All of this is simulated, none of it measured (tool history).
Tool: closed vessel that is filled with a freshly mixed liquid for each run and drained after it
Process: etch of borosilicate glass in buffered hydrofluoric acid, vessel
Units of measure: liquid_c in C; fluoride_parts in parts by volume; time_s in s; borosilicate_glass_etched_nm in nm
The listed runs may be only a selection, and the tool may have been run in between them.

| run | day | liquid_c | fluoride_parts | time_s | borosilicate_glass_etched_nm |
|---|---|---|---|---|---|
| 1 | 0.000 | 24 | 12.0 | 95 | 94.680 |
| 2 | 0.367 | 22 | 12.0 | 95 | 84.506 |
| 3 | 0.571 | 23 | 11.5 | 95 | 92.940 |
| 4 | 0.696 | 24 | 11.0 | 95 | 102.370 |
| 5 | 0.900 | 26 | 11.0 | 95 | 115.080 |
| 6 | 1.025 | 23 | 11.0 | 95 | 97.981 |
| 7 | 1.375 | 23 | 11.0 | 95 | 97.092 |

Run 8 has not been measured yet. What should we expect?
| 8 | 1.462 | 27 | 7.0 | 95 | ? |

{"run 8": {"borosilicate_glass_etched_nm": 188.1}}
